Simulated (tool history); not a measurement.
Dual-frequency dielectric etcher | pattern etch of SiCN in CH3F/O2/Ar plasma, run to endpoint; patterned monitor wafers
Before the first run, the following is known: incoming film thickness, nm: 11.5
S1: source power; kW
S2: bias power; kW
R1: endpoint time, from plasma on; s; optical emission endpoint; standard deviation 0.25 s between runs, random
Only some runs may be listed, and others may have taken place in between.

Run 1, hour 0.0: S1 0.390 kW, S2 0.103 kW. Result: R1 27.400 s.
Run 2, hour 1.0: S1 0.360 kW, S2 0.100 kW. Result: R1 28.486 s.
Run 3, hour 4.1: S1 0.330 kW, S2 0.097 kW. Result: R1 29.377 s.
Run 4, hour 11.1: S1 0.330 kW, S2 0.109 kW. Result: R1 28.211 s.
Run 5, hour 15.5: S1 0.310 kW, S2 0.104 kW. Result: R1 29.638 s.
Run 6, hour 18.8: S1 0.290 kW, S2 0.103 kW. Result: R1 30.900 s.
Run 7, hour 25.4: S1 0.280 kW, S2 0.103 kW. Result: R1 30.554 s.

What will run 8 give?
Run 8, hour 29.6: S1 0.240 kW, S2 0.094 kW. Result: R1 ?.

Run 8 produced R1 34.070 s.

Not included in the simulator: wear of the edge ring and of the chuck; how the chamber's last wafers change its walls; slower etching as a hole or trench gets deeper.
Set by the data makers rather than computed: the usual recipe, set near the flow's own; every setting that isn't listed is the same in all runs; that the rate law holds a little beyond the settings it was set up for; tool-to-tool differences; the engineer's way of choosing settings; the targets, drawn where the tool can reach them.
